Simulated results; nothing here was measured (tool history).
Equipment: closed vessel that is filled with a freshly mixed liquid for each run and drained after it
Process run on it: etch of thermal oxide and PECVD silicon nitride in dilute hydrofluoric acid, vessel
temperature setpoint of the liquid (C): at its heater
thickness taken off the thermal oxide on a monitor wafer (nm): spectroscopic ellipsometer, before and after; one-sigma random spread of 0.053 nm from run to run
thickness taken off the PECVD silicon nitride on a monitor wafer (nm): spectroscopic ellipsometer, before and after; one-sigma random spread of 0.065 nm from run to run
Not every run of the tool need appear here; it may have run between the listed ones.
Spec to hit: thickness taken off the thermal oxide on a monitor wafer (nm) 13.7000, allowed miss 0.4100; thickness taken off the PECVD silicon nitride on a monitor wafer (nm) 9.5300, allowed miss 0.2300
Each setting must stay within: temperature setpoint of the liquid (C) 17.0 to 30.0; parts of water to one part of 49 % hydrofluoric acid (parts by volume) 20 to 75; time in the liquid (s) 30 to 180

run	hour	temperature setpoint of the liquid (C)	parts of water to one part of 49 % hydrofluoric acid (parts by volume)	time in the liquid (s)	thickness taken off the thermal oxide on a monitor wafer (nm)	thickness taken off the PECVD silicon nitride on a monitor wafer (nm)
1	0.0	22.0	45	90	8.7733	5.9140
2	3.1	24.5	45	90	9.7354	6.9104
3	10.8	24.5	45	70	7.5024	5.4660
4	14.8	24.5	60	70	5.5456	4.0745
5	16.0	26.5	60	70	6.0252	4.6260
6	21.1	26.0	50	70	7.1611	5.3520
7	23.7	26.0	45	70	8.0323	5.8965
8	26.8	26.0	40	70	9.0464	6.7045
9	32.3	26.0	35	70	10.4710	7.6254
10	41.5	26.0	30	70	12.3070	8.8638
11	47.5	25.5	25	70	14.5470	10.2550
12	55.7	25.0	25	70	14.2190	9.8115

Consider the 5 candidate settings below. Which is the only one whose results all fall within their allowed miss of target?
A	63.9	22.5	20	65	?	?
B	63.9	24.5	25	65	?	?
C	63.9	26.5	25	65	?	?
D	63.9	24.0	35	100	?	?
E	63.9	25.5	20	55	?	?

move	thickness taken off the thermal oxide on a monitor wafer (nm)	thickness taken off the PECVD silicon nitride on a monitor wafer (nm)
A	15.0070	9.5305
B	12.9780	8.8334
C	14.1030	10.1120
D	13.7780	9.4894
E	14.4130	9.9046
A: further off than the last run
B: takes the biggest miss from the last run beyond its target
C: the worst result of the last run now meets its target, but another is out of spec
D: in spec on every target
E: further off than the last run
So the answer is move D, the one that meets all the targets.

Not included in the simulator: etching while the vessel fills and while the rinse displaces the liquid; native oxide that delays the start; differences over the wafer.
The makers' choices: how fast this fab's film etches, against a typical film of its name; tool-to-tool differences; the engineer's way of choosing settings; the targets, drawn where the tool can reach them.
